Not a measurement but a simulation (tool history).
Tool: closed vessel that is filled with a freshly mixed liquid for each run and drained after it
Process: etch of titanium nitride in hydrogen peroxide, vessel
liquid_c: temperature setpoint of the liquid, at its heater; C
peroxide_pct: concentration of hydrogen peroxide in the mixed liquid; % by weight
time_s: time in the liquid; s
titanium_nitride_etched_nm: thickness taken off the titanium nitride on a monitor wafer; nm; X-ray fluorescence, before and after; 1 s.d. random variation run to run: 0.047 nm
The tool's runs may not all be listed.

{"run": 1, "day": 0.0, "liquid_c": 52.0, "peroxide_pct": 20.5, "time_s": 135, "titanium_nitride_etched_nm": 11.343}
{"run": 2, "day": 0.171, "liquid_c": 52.0, "peroxide_pct": 24.5, "time_s": 135, "titanium_nitride_etched_nm": 11.794}
{"run": 3, "day": 0.262, "liquid_c": 52.0, "peroxide_pct": 24.5, "time_s": 100, "titanium_nitride_etched_nm": 8.7676}
{"run": 4, "day": 0.496, "liquid_c": 52.0, "peroxide_pct": 22.5, "time_s": 100, "titanium_nitride_etched_nm": 8.4502}
{"run": 5, "day": 0.704, "liquid_c": 52.0, "peroxide_pct": 22.5, "time_s": 100, "titanium_nitride_etched_nm": 8.4781}
{"run": 6, "day": 0.8, "liquid_c": 51.5, "peroxide_pct": 22.5, "time_s": 100, "titanium_nitride_etched_nm": 8.3025}

What does the tool deliver on the next run?
{"run": 7, "day": 1.083, "liquid_c": 51.0, "peroxide_pct": 22.5, "time_s": 100, "titanium_nitride_etched_nm": "?"}

Run 7 came out at titanium_nitride_etched_nm 7.8882 nm.
